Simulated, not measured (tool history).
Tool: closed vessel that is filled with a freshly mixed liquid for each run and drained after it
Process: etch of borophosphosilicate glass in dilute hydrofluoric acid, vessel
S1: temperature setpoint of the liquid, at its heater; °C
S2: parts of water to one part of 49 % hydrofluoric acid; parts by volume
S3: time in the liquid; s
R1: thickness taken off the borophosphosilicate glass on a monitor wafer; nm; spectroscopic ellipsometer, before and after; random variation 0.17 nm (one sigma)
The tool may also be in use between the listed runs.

{"run": 1, "hour": 0.0, "S1": 25.0, "S2": 180, "S3": 105, "R1": 34.798}
{"run": 2, "hour": 8.1, "S1": 23.5, "S2": 180, "S3": 105, "R1": 33.315}
{"run": 3, "hour": 9.0, "S1": 23.5, "S2": 180, "S3": 105, "R1": 33.012}
{"run": 4, "hour": 12.0, "S1": 23.5, "S2": 145, "S3": 105, "R1": 42.236}
{"run": 5, "hour": 13.5, "S1": 22.5, "S2": 155, "S3": 105, "R1": 38.376}
{"run": 6, "hour": 19.6, "S1": 22.5, "S2": 190, "S3": 105, "R1": 29.782}
{"run": 7, "hour": 25.4, "S1": 21.5, "S2": 190, "S3": 105, "R1": 28.431}
{"run": 8, "hour": 27.7, "S1": 21.0, "S2": 190, "S3": 105, "R1": 28.007}

The next listed run, before its measurement:
{"run": 9, "hour": 29.4, "S1": 20.5, "S2": 190, "S3": 105, "R1": "?"}

{"run 9": {"R1": 27.539}}
